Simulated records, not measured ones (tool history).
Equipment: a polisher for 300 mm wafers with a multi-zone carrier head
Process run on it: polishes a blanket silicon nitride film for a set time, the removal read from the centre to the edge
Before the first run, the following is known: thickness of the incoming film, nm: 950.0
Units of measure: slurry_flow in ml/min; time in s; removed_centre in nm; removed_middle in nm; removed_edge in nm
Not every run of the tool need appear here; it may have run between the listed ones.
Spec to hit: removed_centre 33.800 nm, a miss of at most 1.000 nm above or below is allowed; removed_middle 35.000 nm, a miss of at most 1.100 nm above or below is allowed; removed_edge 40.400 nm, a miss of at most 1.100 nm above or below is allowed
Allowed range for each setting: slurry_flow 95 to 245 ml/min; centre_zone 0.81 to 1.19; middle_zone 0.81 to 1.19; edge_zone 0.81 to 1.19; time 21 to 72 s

run 1 hour=0.0 | slurry_flow=155 centre_zone=1.00 middle_zone=1.00 edge_zone=1.00 time=46 | removed_centre=57.864 removed_middle=65.039 removed_edge=64.969
run 2 hour=8.6 | slurry_flow=140 centre_zone=0.98 middle_zone=0.95 edge_zone=0.98 time=41 | removed_centre=48.898 removed_middle=54.491 removed_edge=56.309
run 3 hour=17.4 | slurry_flow=130 centre_zone=0.97 middle_zone=0.91 edge_zone=0.97 time=37 | removed_centre=44.035 removed_middle=47.595 removed_edge=49.963
run 4 hour=19.4 | slurry_flow=120 centre_zone=0.96 middle_zone=0.88 edge_zone=0.98 time=35 | removed_centre=40.160 removed_middle=42.484 removed_edge=46.505
run 5 hour=26.1 | slurry_flow=115 centre_zone=0.95 middle_zone=0.86 edge_zone=0.98 time=34 | removed_centre=37.683 removed_middle=40.582 removed_edge=45.940
run 6 hour=29.2 | slurry_flow=110 centre_zone=0.95 middle_zone=0.85 edge_zone=0.97 time=33 | removed_centre=36.754 removed_middle=38.395 removed_edge=43.587
-- hour=30.3 centre zone pressure recalibrated
run 7 hour=30.3 | slurry_flow=105 centre_zone=0.94 middle_zone=0.84 edge_zone=0.96 time=33 | removed_centre=40.081 removed_middle=38.374 removed_edge=43.513
run 8 hour=35.7 | slurry_flow=105 centre_zone=0.94 middle_zone=0.84 edge_zone=0.97 time=32 | removed_centre=39.003 removed_middle=36.851 removed_edge=41.625
run 9 hour=42.7 | slurry_flow=110 centre_zone=0.93 middle_zone=0.84 edge_zone=0.99 time=31 | removed_centre=37.451 removed_middle=35.897 removed_edge=41.152
run 10 hour=47.5 | slurry_flow=105 centre_zone=0.99 middle_zone=0.84 edge_zone=0.99 time=30 | removed_centre=38.638 removed_middle=34.466 removed_edge=40.207

5 candidate next runs follow, results not yet known. Just one meets every target within its allowed miss. Identify it.
run A hour=52.3 | slurry_flow=130 centre_zone=0.82 middle_zone=0.81 edge_zone=1.08 time=30 | removed_centre=? removed_middle=? removed_edge=?
run B hour=52.3 | slurry_flow=120 centre_zone=0.87 middle_zone=0.85 edge_zone=1.03 time=29 | removed_centre=? removed_middle=? removed_edge=?
run C hour=52.3 | slurry_flow=145 centre_zone=0.83 middle_zone=0.82 edge_zone=1.17 time=29 | removed_centre=? removed_middle=? removed_edge=?
run D hour=52.3 | slurry_flow=110 centre_zone=0.95 middle_zone=0.93 edge_zone=0.89 time=30 | removed_centre=? removed_middle=? removed_edge=?
run E hour=52.3 | slurry_flow=115 centre_zone=0.90 middle_zone=0.81 edge_zone=1.14 time=29 | removed_centre=? removed_middle=? removed_edge=?

move=A removed_centre=33.273 removed_middle=34.947 removed_edge=43.673
move=B removed_centre=33.524 removed_middle=34.454 removed_edge=40.778
move=C removed_centre=33.280 removed_middle=34.746 removed_edge=44.587
move=D removed_centre=37.102 removed_middle=37.429 removed_edge=38.855
move=E removed_centre=34.326 removed_middle=32.977 removed_edge=42.679
A: brings the result that was furthest off to its target, and leaves another outside
B: hits every target within its allowed miss
C: brings the result that was furthest off to its target, and leaves another outside
D: closer than the last run, but not yet in spec
E: brings the result that was furthest off to its target, and leaves another outside
Correct choice: B, which meets every target
